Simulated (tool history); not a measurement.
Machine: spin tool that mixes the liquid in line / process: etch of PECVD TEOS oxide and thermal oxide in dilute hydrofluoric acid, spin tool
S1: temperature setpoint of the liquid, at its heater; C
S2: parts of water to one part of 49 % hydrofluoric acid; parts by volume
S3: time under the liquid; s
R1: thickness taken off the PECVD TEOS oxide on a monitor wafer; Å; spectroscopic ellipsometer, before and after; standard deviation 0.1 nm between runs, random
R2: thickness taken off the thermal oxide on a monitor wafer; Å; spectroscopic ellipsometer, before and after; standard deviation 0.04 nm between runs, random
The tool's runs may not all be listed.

run,hour,S1,S2,S3,R1,R2
1,0,24,125,90,87.921,28.348
2,7.3,25,125,90,91.027,29.013
3,10.5,26,125,90,95.145,30.414
4,17.1,27,125,90,98.442,31.446
5,22.2,27,125,125,137.8,44.345
6,23.9,26.5,125,125,135.57,43.515
7,25.9,26,125,125,133.31,43.308
8,33.1,25.5,125,125,129.37,42.145
9,41.2,25,125,125,127.32,40.993

Run 10 is up next; what results do you expect?
10,45.5,24.5,125,125,?,?

R1: 126.14 Å
R2: 40.086 Å

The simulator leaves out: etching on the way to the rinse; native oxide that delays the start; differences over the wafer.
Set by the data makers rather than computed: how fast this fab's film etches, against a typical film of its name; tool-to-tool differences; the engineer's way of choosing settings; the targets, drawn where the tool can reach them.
